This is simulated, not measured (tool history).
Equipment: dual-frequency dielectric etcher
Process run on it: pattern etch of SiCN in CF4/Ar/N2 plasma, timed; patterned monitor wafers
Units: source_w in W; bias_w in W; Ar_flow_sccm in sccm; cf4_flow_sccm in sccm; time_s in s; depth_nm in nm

run 1 hour=0.0 | source_w=480 bias_w=78 Ar_flow_sccm=102 cf4_flow_sccm=73 time_s=99.0 | depth_nm=90.366
run 2 hour=1.3 | source_w=480 bias_w=78 Ar_flow_sccm=87 cf4_flow_sccm=73 time_s=99.0 | depth_nm=91.837
run 3 hour=7.9 | source_w=460 bias_w=75 Ar_flow_sccm=88 cf4_flow_sccm=72 time_s=99.0 | depth_nm=86.743
run 4 hour=14.0 | source_w=500 bias_w=75 Ar_flow_sccm=88 cf4_flow_sccm=72 time_s=99.0 | depth_nm=93.548
run 5 hour=20.1 | source_w=500 bias_w=75 Ar_flow_sccm=76 cf4_flow_sccm=72 time_s=99.0 | depth_nm=94.916
-- hour=23.2 bias power generator calibrated
run 6 hour=23.2 | source_w=470 bias_w=72 Ar_flow_sccm=77 cf4_flow_sccm=71 time_s=99.0 | depth_nm=89.661
run 7 hour=28.6 | source_w=450 bias_w=69 Ar_flow_sccm=80 cf4_flow_sccm=70 time_s=98.5 | depth_nm=83.641

Predict the results of run 8:
run 8 hour=35.2 | source_w=430 bias_w=67 Ar_flow_sccm=81 cf4_flow_sccm=70 time_s=98.5 | depth_nm=?

Run 8 came out at depth_nm 79.808 nm.

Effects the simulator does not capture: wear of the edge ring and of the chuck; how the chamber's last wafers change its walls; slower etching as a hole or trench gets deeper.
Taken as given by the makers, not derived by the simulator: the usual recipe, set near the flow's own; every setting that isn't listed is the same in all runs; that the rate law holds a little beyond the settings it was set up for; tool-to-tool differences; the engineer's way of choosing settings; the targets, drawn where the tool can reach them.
